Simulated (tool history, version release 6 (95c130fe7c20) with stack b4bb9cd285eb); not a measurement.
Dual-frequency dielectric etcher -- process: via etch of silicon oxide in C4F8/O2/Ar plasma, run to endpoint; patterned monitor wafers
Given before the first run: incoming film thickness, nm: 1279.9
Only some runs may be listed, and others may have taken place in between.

run 1 hour=0.0 | source_power_(W)=1630 bias_power_(W)=1696 | endpoint_time_(s)=272.42
run 2 hour=3.1 | source_power_(W)=1360 bias_power_(W)=1696 | endpoint_time_(s)=289.46
run 3 hour=4.1 | source_power_(W)=1360 bias_power_(W)=1455 | endpoint_time_(s)=299.16
run 4 hour=6.7 | source_power_(W)=1360 bias_power_(W)=1639 | endpoint_time_(s)=291.25
run 5 hour=14.8 | source_power_(W)=1430 bias_power_(W)=1667 | endpoint_time_(s)=285.85
run 6 hour=23.4 | source_power_(W)=1260 bias_power_(W)=1667 | endpoint_time_(s)=298.60
run 7 hour=31.2 | source_power_(W)=1340 bias_power_(W)=1694 | endpoint_time_(s)=291.70

Run 8 comes next. What will it give?
run 8 hour=31.8 | source_power_(W)=1410 bias_power_(W)=1719 | endpoint_time_(s)=?

Run 8 gave endpoint time (s) 285.35.
